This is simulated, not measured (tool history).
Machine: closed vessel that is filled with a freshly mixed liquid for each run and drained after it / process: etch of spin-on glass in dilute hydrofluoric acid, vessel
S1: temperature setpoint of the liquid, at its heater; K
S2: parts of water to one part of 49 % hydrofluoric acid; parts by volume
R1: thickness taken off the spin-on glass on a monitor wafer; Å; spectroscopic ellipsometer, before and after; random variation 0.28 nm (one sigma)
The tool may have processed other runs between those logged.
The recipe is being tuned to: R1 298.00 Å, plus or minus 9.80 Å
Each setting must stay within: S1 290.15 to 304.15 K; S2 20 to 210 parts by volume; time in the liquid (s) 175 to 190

{"run": 1, "hour": 0.0, "S1": 296.15, "S2": 115, "time in the liquid (s)": 175, "R1": 424.65}
{"run": 2, "hour": 1.3, "S1": 294.65, "S2": 115, "time in the liquid (s)": 175, "R1": 397.05}
{"run": 3, "hour": 8.8, "S1": 293.65, "S2": 115, "time in the liquid (s)": 175, "R1": 381.78}
{"run": 4, "hour": 11.0, "S1": 293.65, "S2": 115, "time in the liquid (s)": 175, "R1": 379.02}
{"run": 5, "hour": 18.4, "S1": 293.65, "S2": 85, "time in the liquid (s)": 175, "R1": 534.18}
{"run": 6, "hour": 24.5, "S1": 293.65, "S2": 85, "time in the liquid (s)": 190, "R1": 579.2}
{"run": 7, "hour": 30.1, "S1": 293.15, "S2": 95, "time in the liquid (s)": 190, "R1": 491.47}
{"run": 8, "hour": 34.8, "S1": 292.65, "S2": 100, "time in the liquid (s)": 190, "R1": 458.88}
{"run": 9, "hour": 40.0, "S1": 292.15, "S2": 105, "time in the liquid (s)": 190, "R1": 425.52}
{"run": 10, "hour": 43.8, "S1": 291.65, "S2": 110, "time in the liquid (s)": 190, "R1": 398.14}
{"run": 11, "hour": 45.5, "S1": 291.15, "S2": 115, "time in the liquid (s)": 190, "R1": 373.15}
{"run": 12, "hour": 51.0, "S1": 291.15, "S2": 120, "time in the liquid (s)": 190, "R1": 356.32}
{"run": 13, "hour": 52.5, "S1": 291.15, "S2": 125, "time in the liquid (s)": 190, "R1": 338.58}
{"run": 14, "hour": 55.0, "S1": 290.65, "S2": 130, "time in the liquid (s)": 190, "R1": 313.35}
{"run": 15, "hour": 59.3, "S1": 290.15, "S2": 130, "time in the liquid (s)": 190, "R1": 312.19}

5 candidate next runs follow, results not yet known. Just one meets every target within its allowed miss. Identify it.
{"run": "A", "hour": 63.6, "S1": 290.15, "S2": 110, "time in the liquid (s)": 175, "R1": "?"}
{"run": "B", "hour": 63.6, "S1": 290.15, "S2": 145, "time in the liquid (s)": 185, "R1": "?"}
{"run": "C", "hour": 63.6, "S1": 290.15, "S2": 135, "time in the liquid (s)": 190, "R1": "?"}
{"run": "D", "hour": 63.6, "S1": 292.15, "S2": 150, "time in the liquid (s)": 185, "R1": "?"}
{"run": "E", "hour": 63.6, "S1": 294.15, "S2": 130, "time in the liquid (s)": 175, "R1": "?"}

move=A R1=344.38
move=B R1=266.69
move=C R1=297.09
move=D R1=278.25
move=E R1=336.04
A: further off than the last run
B: the result that was furthest off in the last run now lies on the other side of its target
C: meets every target
D: the result that was furthest off in the last run now lies on the other side of its target
E: further off than the last run
Answer: C
